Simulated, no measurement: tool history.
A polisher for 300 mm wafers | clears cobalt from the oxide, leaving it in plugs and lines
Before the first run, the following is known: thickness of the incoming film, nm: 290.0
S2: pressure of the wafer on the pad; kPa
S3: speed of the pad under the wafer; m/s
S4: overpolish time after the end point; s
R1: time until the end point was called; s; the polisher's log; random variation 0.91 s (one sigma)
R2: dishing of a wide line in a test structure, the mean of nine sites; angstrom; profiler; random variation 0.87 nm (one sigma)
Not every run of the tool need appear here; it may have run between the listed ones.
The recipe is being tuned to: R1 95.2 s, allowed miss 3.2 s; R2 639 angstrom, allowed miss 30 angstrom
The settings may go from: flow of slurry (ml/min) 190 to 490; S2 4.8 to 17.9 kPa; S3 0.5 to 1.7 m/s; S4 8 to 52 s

{"run": 1, "hour": 0.0, "flow of slurry (ml/min)": 315, "S2": 11, "S3": 1.1, "S4": 26, "R1": 55.769, "R2": 642.81}
{"run": 2, "hour": 7.4, "flow of slurry (ml/min)": 315, "S2": 10.3, "S3": 1.1, "S4": 28, "R1": 58.577, "R2": 638.81}
{"run": 3, "hour": 16.0, "flow of slurry (ml/min)": 315, "S2": 10.3, "S3": 1.1, "S4": 17, "R1": 58.72, "R2": 501.39}
{"run": 4, "hour": 20.8, "flow of slurry (ml/min)": 315, "S2": 9.7, "S3": 1.1, "S4": 20, "R1": 62.22, "R2": 542.14}
{"run": 5, "hour": 25.5, "flow of slurry (ml/min)": 360, "S2": 9.7, "S3": 1.1, "S4": 20, "R1": 61.83, "R2": 544.52}
{"run": 6, "hour": 33.3, "flow of slurry (ml/min)": 360, "S2": 6.9, "S3": 1.1, "S4": 20, "R1": 77.99, "R2": 491.91}
{"run": 7, "hour": 37.7, "flow of slurry (ml/min)": 360, "S2": 6.9, "S3": 1.1, "S4": 22, "R1": 76.871, "R2": 516.94}
{"run": 8, "hour": 44.9, "flow of slurry (ml/min)": 360, "S2": 6.9, "S3": 1.1, "S4": 24, "R1": 78.041, "R2": 535.56}
{"run": 9, "hour": 48.7, "flow of slurry (ml/min)": 360, "S2": 6.9, "S3": 1.1, "S4": 26, "R1": 77.989, "R2": 566}
{"run": 10, "hour": 50.1, "flow of slurry (ml/min)": 360, "S2": 6.9, "S3": 1.1, "S4": 27, "R1": 77.522, "R2": 554.47}
{"run": 11, "hour": 58.0, "flow of slurry (ml/min)": 360, "S2": 4.8, "S3": 1.06, "S4": 40, "R1": 99.792, "R2": 605.81}
{"run": 12, "hour": 61.0, "flow of slurry (ml/min)": 365, "S2": 4.8, "S3": 1.06, "S4": 41, "R1": 100.52, "R2": 626.71}
{"run": 13, "hour": 67.8, "flow of slurry (ml/min)": 370, "S2": 4.8, "S3": 1.06, "S4": 41, "R1": 99.603, "R2": 594.24}
{"run": 14, "hour": 69.5, "flow of slurry (ml/min)": 370, "S2": 4.8, "S3": 1.06, "S4": 42, "R1": 99.815, "R2": 621.6}
{"run": 15, "hour": 70.3, "flow of slurry (ml/min)": 375, "S2": 4.8, "S3": 1.06, "S4": 42, "R1": 99.72, "R2": 620.51}
{"run": 16, "hour": 76.3, "flow of slurry (ml/min)": 380, "S2": 4.8, "S3": 1.06, "S4": 43, "R1": 100.8, "R2": 631.79}

Of the 4 settings listed for the next run, only one would bring every result within its allowed miss of target. Which one?
{"run": "A", "hour": 82.3, "flow of slurry (ml/min)": 300, "S2": 4.8, "S3": 0.98, "S4": 47, "R1": "?", "R2": "?"}
{"run": "B", "hour": 82.3, "flow of slurry (ml/min)": 320, "S2": 4.8, "S3": 1.02, "S4": 50, "R1": "?", "R2": "?"}
{"run": "C", "hour": 82.3, "flow of slurry (ml/min)": 365, "S2": 4.8, "S3": 0.98, "S4": 40, "R1": "?", "R2": "?"}
{"run": "D", "hour": 82.3, "flow of slurry (ml/min)": 460, "S2": 5.5, "S3": 1, "S4": 44, "R1": "?", "R2": "?"}

move=A R1=108.52 R2=620.16
move=B R1=103.99 R2=645.03
move=C R1=107.25 R2=581.04
move=D R1=95.973 R2=632.93
A: misses by more than the last run did
B: misses by more than the last run did
C: misses by more than the last run did
D: all results land within tolerance of their targets
The move that meets every target is D.

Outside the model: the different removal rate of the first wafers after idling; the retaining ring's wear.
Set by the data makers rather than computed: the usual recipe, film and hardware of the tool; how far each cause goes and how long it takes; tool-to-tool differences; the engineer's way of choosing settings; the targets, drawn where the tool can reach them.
